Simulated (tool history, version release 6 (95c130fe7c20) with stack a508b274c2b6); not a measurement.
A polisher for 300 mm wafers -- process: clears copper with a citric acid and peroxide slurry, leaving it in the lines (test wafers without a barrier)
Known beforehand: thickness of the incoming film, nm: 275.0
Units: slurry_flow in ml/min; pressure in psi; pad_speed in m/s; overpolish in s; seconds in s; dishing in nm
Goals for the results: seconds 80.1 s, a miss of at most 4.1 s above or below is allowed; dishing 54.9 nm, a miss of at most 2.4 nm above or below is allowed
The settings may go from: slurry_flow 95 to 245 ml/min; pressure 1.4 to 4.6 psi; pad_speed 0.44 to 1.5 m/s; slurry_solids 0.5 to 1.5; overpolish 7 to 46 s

run,hour,slurry_flow,pressure,pad_speed,slurry_solids,overpolish,seconds,dishing
1,0,155,3,0.96,1,24,141.41,29.695
2,1.2,155,3.5,0.98,1,26,122.02,34.673
3,2.4,155,3.5,0.98,1,34,121.79,40.788
4,3.6,155,4.1,0.98,1,34,108.64,45.894
5,11.4,160,4.3,1.04,1,33,97.886,48.702
6,16.5,160,4.3,1.04,1,41,98.974,52.547
7,20,160,4.4,1.08,1,39,91.243,54.559
8,24.1,160,4.5,1.1,1,37,88.513,53.12

Consider the 5 candidate settings below. Which is the only one whose results all fall within their allowed miss of target?
A,28.2,185,4.4,1.02,0.8,36,?,?
B,28.2,195,4.6,1.02,0.75,33,?,?
C,28.2,115,3.9,1.12,1.15,40,?,?
D,28.2,185,4.3,1.26,0.95,36,?,?
E,28.2,165,4.3,1.1,0.95,41,?,?

move,seconds,dishing
A,99.936,49.082
B,96.865,47.652
C,101.01,51.214
D,80.765,54.868
E,93.196,54.549
A: misses by more than the last run did
B: misses by more than the last run did
C: misses by more than the last run did
D: in spec on every target
E: misses by more than the last run did
D is the move that brings every result within its allowed miss.

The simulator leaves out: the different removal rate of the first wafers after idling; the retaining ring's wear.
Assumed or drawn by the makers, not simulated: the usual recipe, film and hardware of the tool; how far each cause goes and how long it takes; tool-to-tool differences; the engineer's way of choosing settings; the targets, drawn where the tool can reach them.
